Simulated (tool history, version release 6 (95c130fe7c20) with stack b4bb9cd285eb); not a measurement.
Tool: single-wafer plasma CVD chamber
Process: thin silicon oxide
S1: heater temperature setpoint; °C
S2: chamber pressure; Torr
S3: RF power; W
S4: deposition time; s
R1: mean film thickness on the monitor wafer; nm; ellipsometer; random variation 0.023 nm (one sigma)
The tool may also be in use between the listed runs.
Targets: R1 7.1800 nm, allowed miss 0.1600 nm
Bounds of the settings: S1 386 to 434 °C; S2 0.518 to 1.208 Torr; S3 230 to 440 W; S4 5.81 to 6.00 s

Run 1, hour 0.0: S1 410 °C, S2 0.863 Torr, S3 335 W, S4 5.81 s. Result: R1 10.9480 nm.
Run 2, hour 8.0: S1 410 °C, S2 0.746 Torr, S3 335 W, S4 5.81 s. Result: R1 9.7315 nm.
Run 3, hour 14.6: S1 410 °C, S2 0.622 Torr, S3 335 W, S4 5.81 s. Result: R1 8.2989 nm.
Run 4, hour 20.8: S1 410 °C, S2 0.596 Torr, S3 330 W, S4 5.81 s. Result: R1 7.9725 nm.
Run 5, hour 27.9: S1 420 °C, S2 0.596 Torr, S3 330 W, S4 5.81 s. Result: R1 7.9073 nm.
Run 6, hour 34.0: S1 420 °C, S2 0.576 Torr, S3 330 W, S4 5.81 s. Result: R1 7.6544 nm.
Run 7, hour 42.6: S1 420 °C, S2 0.563 Torr, S3 330 W, S4 5.81 s. Result: R1 7.4715 nm.
Run 8, hour 43.8: S1 421 °C, S2 0.556 Torr, S3 330 W, S4 5.81 s. Result: R1 7.4194 nm.

4 next moves are on the table. One of them brings every result within its allowed miss. Which?
Run A, hour 45.0: S1 415 °C, S2 0.584 Torr, S3 285 W, S4 5.88 s. Result: R1 ?.
Run B, hour 45.0: S1 423 °C, S2 0.618 Torr, S3 285 W, S4 6.00 s. Result: R1 ?.
Run C, hour 45.0: S1 426 °C, S2 0.576 Torr, S3 305 W, S4 6.00 s. Result: R1 ?.
Run D, hour 45.0: S1 418 °C, S2 0.526 Torr, S3 320 W, S4 6.00 s. Result: R1 ?.

move      R1
   A  7.4949
   B  8.0037
   C  7.6598
   D  7.2072
A: further off than the last run
B: further off than the last run
C: further off than the last run
D: meets every target
Answer: D

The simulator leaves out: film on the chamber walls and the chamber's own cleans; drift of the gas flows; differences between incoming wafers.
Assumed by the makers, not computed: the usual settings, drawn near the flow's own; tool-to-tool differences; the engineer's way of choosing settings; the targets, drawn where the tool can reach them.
